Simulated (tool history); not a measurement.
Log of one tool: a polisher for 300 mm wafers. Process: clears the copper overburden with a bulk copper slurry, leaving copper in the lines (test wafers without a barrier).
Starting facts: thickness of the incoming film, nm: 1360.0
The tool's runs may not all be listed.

run  hour  flow of slurry (ml/min)  pressure of the wafer on the pad (psi)  speed of the pad under the wafer (cm/s)  abrasive content of the slurry  overpolish time after the end point (s)  time until the end point was called (s)  dishing of a wide line in a test structure (angstrom)
  1   0.0                      200                                     3.2                                      134                            1.00                                       15                                   94.941                                                 600.84
  2   2.8                      200                                     3.9                                      134                            1.00                                       15                                   78.454                                                 629.41
  3   4.4                      200                                     3.9                                      120                            1.00                                       15                                   87.823                                                 607.44
  4  10.2                      225                                     3.9                                      120                            1.00                                       15                                   84.296                                                 613.30
  5  16.7                      225                                     3.9                                      120                            1.00                                        9                                   86.288                                                 533.43
  6  21.8                      225                                     3.4                                      120                            1.00                                        9                                   98.141                                                 489.63
     26.7  -- head pressure recalibrated
  7  26.7                      235                                     3.5                                      120                            1.00                                        9                                   85.717                                                 552.17
  8  35.6                      235                                     3.6                                      120                            1.05                                        8                                   83.445                                                 533.19
  9  41.4                      240                                     3.6                                      120                            1.05                                        7                                   83.854                                                 516.50
 10  47.2                      245                                     3.6                                      120                            1.05                                        6                                   82.881                                                 466.44

Run 11 is up next; what results do you expect?
 11  48.7                      250                                     3.6                                      120                            1.05                                        6                                        ?                                                      ?

For run 11 the tool returned time until the end point was called (s) 82.752, dishing of a wide line in a test structure (angstrom) 460.23.
